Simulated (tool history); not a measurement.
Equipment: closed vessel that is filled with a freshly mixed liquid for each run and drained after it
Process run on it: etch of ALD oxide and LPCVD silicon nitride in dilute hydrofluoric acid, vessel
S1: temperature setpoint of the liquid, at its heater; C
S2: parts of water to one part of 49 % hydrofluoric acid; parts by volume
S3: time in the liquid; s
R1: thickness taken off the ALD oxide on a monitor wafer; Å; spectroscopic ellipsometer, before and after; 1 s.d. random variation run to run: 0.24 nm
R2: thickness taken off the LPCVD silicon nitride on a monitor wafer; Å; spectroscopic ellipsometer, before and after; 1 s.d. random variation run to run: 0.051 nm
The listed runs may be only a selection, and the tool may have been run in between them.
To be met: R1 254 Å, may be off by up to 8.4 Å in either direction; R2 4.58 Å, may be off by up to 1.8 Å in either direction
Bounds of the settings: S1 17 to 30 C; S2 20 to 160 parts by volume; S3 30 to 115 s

run,hour,S1,S2,S3,R1,R2
1,0,22,90,60,194.51,3.3841
2,8.5,23,90,60,203.05,3.536
3,12.6,24,90,60,211.25,3.6417
4,14,25,90,60,214.83,4.3717
5,22.4,25,85,60,230.42,4.6143
6,26.1,25,85,85,332.55,6.2833
7,31.4,24,85,85,311.87,5.3134
8,40.2,23.5,85,85,310.37,5.4311
# hour 46.6: hydrofluoric acid flow meter replaced
9,46.6,23,85,85,288.55,5.3257
10,51,22.5,85,85,279.54,5.1585
11,59.2,22,85,85,276.93,5.085
12,65,21.5,85,85,268.02,4.1658

5 candidate next runs follow, results not yet known. Just one meets every target within its allowed miss. Identify it.
A,70.8,22,75,75,?,?
B,70.8,21,85,90,?,?
C,70.8,23,90,75,?,?
D,70.8,24.5,85,70,?,?
E,70.8,27,110,95,?,?

move,R1,R2
A,278.55,3.583
B,279.7,3.5542
C,237.38,3.204
D,250.68,3.495
E,280.69,4.3214
A: lands further from the targets than the last run did
B: lands further from the targets than the last run did
C: carries the result that was furthest off beyond its target, to the other side
D: all results land within tolerance of their targets
E: lands further from the targets than the last run did
D meets every target.

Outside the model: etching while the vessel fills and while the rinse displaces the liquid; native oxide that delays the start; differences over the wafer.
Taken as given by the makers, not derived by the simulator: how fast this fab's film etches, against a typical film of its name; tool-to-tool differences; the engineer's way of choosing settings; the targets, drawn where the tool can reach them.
